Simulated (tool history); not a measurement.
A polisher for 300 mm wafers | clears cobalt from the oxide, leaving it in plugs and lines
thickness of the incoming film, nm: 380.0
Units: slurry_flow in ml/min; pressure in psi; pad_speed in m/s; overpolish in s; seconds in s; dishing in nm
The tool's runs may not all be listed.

Run 1, hour 0.0: slurry_flow 135 ml/min, pressure 2.0 psi, pad_speed 0.84 m/s, overpolish 10 s. Result: seconds 105.510 s, dishing 26.147 nm.
Run 2, hour 6.1: slurry_flow 140 ml/min, pressure 2.2 psi, pad_speed 0.84 m/s, overpolish 8 s. Result: seconds 97.774 s, dishing 24.189 nm.
Run 3, hour 11.3: slurry_flow 140 ml/min, pressure 2.2 psi, pad_speed 0.84 m/s, overpolish 12 s. Result: seconds 91.451 s, dishing 31.755 nm.
Run 4, hour 19.4: slurry_flow 160 ml/min, pressure 2.2 psi, pad_speed 0.84 m/s, overpolish 12 s. Result: seconds 90.322 s, dishing 32.023 nm.
Run 5, hour 20.7: slurry_flow 165 ml/min, pressure 2.4 psi, pad_speed 0.82 m/s, overpolish 9 s. Result: seconds 87.338 s, dishing 28.346 nm.
Run 6, hour 25.2: slurry_flow 135 ml/min, pressure 2.4 psi, pad_speed 0.86 m/s, overpolish 7 s. Result: seconds 85.849 s, dishing 23.789 nm.
Run 7, hour 30.7: slurry_flow 135 ml/min, pressure 2.7 psi, pad_speed 0.88 m/s, overpolish 3 s. Result: seconds 76.260 s, dishing 13.349 nm.

The next listed run, before its measurement:
Run 8, hour 39.0: slurry_flow 140 ml/min, pressure 2.5 psi, pad_speed 0.96 m/s, overpolish 4 s. Result: seconds ?, dishing ?.

seconds: 75.422 s
dishing: 16.851 nm
